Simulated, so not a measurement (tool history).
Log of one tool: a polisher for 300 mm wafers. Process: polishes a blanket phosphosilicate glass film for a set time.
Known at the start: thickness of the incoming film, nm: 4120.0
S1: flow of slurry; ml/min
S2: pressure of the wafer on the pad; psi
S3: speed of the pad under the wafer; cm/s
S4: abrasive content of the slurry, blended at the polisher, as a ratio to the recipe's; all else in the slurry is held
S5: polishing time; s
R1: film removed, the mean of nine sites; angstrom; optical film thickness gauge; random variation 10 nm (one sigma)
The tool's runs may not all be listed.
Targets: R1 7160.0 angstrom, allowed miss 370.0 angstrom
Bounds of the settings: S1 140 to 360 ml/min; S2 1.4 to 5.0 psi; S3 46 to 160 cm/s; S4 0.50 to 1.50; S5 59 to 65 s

run	hour	S1	S2	S3	S4	S5	R1
1	0.0	230	3.2	102	1.00	65	4690.0
2	2.4	230	2.9	102	1.00	65	4341.6
3	3.1	230	3.2	104	1.00	65	4788.4
4	10.2	230	2.5	104	1.00	65	3680.2
5	14.9	230	2.5	80	1.00	65	3227.2
6	19.8	230	2.9	82	1.00	65	3814.2
7	21.7	230	2.9	82	1.00	65	3715.4
8	28.0	230	3.3	84	1.00	65	4250.9
9	36.6	230	3.6	86	1.00	65	4721.4
10	43.1	230	3.9	88	1.00	65	5224.8
11	48.9	230	4.8	92	1.00	65	6557.6

4 next moves are on the table. One of them brings every result within its allowed miss. Which?
A	54.7	155	4.9	86	1.00	59	?
B	54.7	230	5.0	100	1.00	64	?
C	54.7	265	4.7	110	0.75	65	?
D	54.7	145	4.7	88	1.10	59	?

move	R1
A	5644.7
B	7171.7
C	6191.3
D	5736.2
A: further off than the last run
B: meets every target
C: further off than the last run
D: further off than the last run
Move B is the one to make.
